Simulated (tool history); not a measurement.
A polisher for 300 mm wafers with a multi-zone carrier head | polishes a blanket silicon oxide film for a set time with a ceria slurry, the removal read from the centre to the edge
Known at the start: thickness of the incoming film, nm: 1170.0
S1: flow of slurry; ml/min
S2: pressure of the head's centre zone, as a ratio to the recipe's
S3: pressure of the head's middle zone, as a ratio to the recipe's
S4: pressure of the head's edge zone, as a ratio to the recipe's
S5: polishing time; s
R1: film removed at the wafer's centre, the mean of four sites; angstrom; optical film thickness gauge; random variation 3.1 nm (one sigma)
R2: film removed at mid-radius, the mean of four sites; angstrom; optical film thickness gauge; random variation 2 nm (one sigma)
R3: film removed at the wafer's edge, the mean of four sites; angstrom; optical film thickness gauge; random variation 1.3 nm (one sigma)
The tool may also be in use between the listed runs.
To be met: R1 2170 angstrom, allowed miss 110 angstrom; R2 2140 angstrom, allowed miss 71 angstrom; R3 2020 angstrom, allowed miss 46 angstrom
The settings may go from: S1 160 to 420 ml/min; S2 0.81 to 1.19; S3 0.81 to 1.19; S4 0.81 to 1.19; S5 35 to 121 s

| run | hour | S1 | S2 | S3 | S4 | S5 | R1 | R2 | R3 |
|---|---|---|---|---|---|---|---|---|---|
| 1 | 0 | 270 | 1 | 1 | 1 | 78 | 3246.8 | 2923.4 | 2963.3 |
| 2 | 3.1 | 270 | 1 | 0.92 | 1 | 78 | 3102.2 | 2770.3 | 2938.7 |
| 3 | 3.9 | 270 | 0.99 | 0.93 | 0.97 | 74 | 3056.5 | 2673.7 | 2737.9 |
| 4 | 7 | 225 | 0.99 | 0.93 | 0.97 | 74 | 2966 | 2525.5 | 2677.6 |
| 5 | 14.7 | 225 | 0.99 | 0.93 | 0.97 | 87 | 3508.1 | 3014.2 | 3169.3 |
| 6 | 20.6 | 225 | 0.99 | 0.93 | 0.97 | 106 | 4257.6 | 3728 | 3913.7 |
|  | 24.3 | centre zone pressure recalibrated |
| 7 | 24.3 | 225 | 0.97 | 0.93 | 0.95 | 98 | 3630.2 | 3465 | 3534.8 |
| 8 | 30.9 | 220 | 0.97 | 0.93 | 0.93 | 92 | 3342.2 | 3156.8 | 3287.3 |
| 9 | 35.3 | 225 | 0.98 | 0.95 | 0.91 | 86 | 3205.6 | 3090 | 3051.1 |
| 10 | 37.6 | 225 | 0.98 | 0.95 | 0.9 | 81 | 3024.8 | 2868.4 | 2848.6 |
| 11 | 42.7 | 225 | 0.98 | 0.95 | 0.89 | 77 | 2886.2 | 2717.2 | 2712.9 |
| 12 | 50.4 | 230 | 0.98 | 0.95 | 0.88 | 73 | 2722.4 | 2597 | 2591.3 |

4 next moves are on the table. One of them brings every result within its allowed miss. Which?
| A | 58.1 | 235 | 0.96 | 0.98 | 0.84 | 59 | ? | ? | ? |
| B | 58.1 | 260 | 1 | 0.92 | 0.93 | 55 | ? | ? | ? |
| C | 58.1 | 245 | 1.03 | 1 | 0.89 | 92 | ? | ? | ? |
| D | 58.1 | 195 | 1.01 | 0.92 | 0.91 | 58 | ? | ? | ? |

| move | R1 | R2 | R3 |
|---|---|---|---|
| A | 2204.3 | 2176.9 | 2035.1 |
| B | 2172.1 | 1949.7 | 2008.5 |
| C | 3713.8 | 3470.8 | 3270.2 |
| D | 2206.7 | 1970.8 | 2031.8 |
A: meets every target
B: brings the result that was furthest off to its target, and leaves another outside
C: further off than the last run
D: brings the result that was furthest off to its target, and leaves another outside
Move A is the one to make.
